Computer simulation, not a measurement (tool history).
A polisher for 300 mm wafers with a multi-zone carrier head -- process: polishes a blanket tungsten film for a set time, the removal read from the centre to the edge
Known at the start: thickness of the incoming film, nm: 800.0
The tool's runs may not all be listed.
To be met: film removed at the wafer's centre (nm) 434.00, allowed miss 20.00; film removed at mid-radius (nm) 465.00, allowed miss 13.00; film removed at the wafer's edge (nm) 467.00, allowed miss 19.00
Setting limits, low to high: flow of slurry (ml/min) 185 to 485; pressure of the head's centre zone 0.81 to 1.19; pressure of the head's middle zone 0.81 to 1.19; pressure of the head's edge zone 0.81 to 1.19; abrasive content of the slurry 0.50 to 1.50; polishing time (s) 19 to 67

run  hour  flow of slurry (ml/min)  pressure of the head's centre zone  pressure of the head's middle zone  pressure of the head's edge zone  abrasive content of the slurry  polishing time (s)  film removed at the wafer's centre (nm)  film removed at mid-radius (nm)  film removed at the wafer's edge (nm)
  1   0.0                      310                                1.00                                1.00                              1.00                            1.00                  43                                   295.71                           305.64                                 306.77
  2   3.7                      310                                1.00                                1.01                              1.02                            1.05                  44                                   299.05                           318.49                                 315.70
  3   9.5                      310                                1.00                                1.01                              1.02                            1.20                  44                                   315.08                           325.28                                 327.05
  4  17.3                      310                                1.06                                1.01                              1.02                            1.20                  44                                   331.60                           327.74                                 330.92
  5  19.7                      310                                1.06                                1.02                              1.03                            1.25                  45                                   346.13                           340.03                                 331.99
  6  23.9                      310                                1.06                                1.02                              0.95                            1.25                  45                                   346.34                           340.77                                 322.53
  7  28.1                      310                                1.05                                1.02                              0.97                            1.30                  46                                   348.97                           349.98                                 339.74
  8  36.2                      310                                1.05                                1.02                              0.98                            1.30                  47                                   354.99                           354.55                                 349.98
  9  39.4                      310                                1.05                                1.03                              0.99                            1.30                  48                                   362.06                           367.29                                 353.31
 10  41.5                      310                                1.05                                1.03                              1.00                            1.30                  49                                   367.09                           376.08                                 372.38
 11  49.7                      310                                1.05                                1.04                              1.01                            1.30                  50                                   372.68                           382.24                                 381.23
     56.6  -- worn pad replaced by a new one
 12  56.6                      330                                1.07                                1.14                              1.11                            1.50                  55                                   459.16                           505.75                                 479.54
 13  62.6                      325                                1.07                                1.13                              1.11                            1.50                  55                                   458.24                           496.26                                 473.05
 14  66.6                      320                                1.07                                1.12                              1.11                            1.50                  55                                   458.66                           495.41                                 472.30
 15  73.5                      315                                1.06                                1.11                              1.11                            1.50                  55                                   454.96                           487.11                                 464.44
 16  77.0                      315                                1.05                                1.10                              1.11                            1.50                  55                                   455.43                           480.46                                 467.82
 17  83.0                      315                                1.04                                1.10                              1.11                            1.50                  55                                   439.84                           486.41                                 472.01

Which single option among these 4 for the next run brings every result within its allowed miss of target? Just one does.
  A  89.0                      355                                0.90                                1.09                              1.06                            1.50                  56                                        ?                                ?                                      ?
  B  89.0                      275                                0.92                                1.17                              1.14                            1.50                  54                                        ?                                ?                                      ?
  C  89.0                      305                                1.00                                1.05                              1.10                            1.45                  56                                        ?                                ?                                      ?
  D  89.0                      360                                0.92                                1.04                              1.08                            1.50                  55                                        ?                                ?                                      ?

move  film removed at the wafer's centre (nm)  film removed at mid-radius (nm)  film removed at the wafer's edge (nm)
   A                                   407.20                           491.76                                 468.43
   B                                   389.62                           491.44                                 459.26
   C                                   437.09                           466.39                                 469.27
   D                                   408.13                           464.52                                 465.11
A: its largest miss is bigger than the last run's
B: its largest miss is bigger than the last run's
C: in spec on every target
D: brings the last run's worst result on target, with another outside its allowed miss
The move that meets every target is C.

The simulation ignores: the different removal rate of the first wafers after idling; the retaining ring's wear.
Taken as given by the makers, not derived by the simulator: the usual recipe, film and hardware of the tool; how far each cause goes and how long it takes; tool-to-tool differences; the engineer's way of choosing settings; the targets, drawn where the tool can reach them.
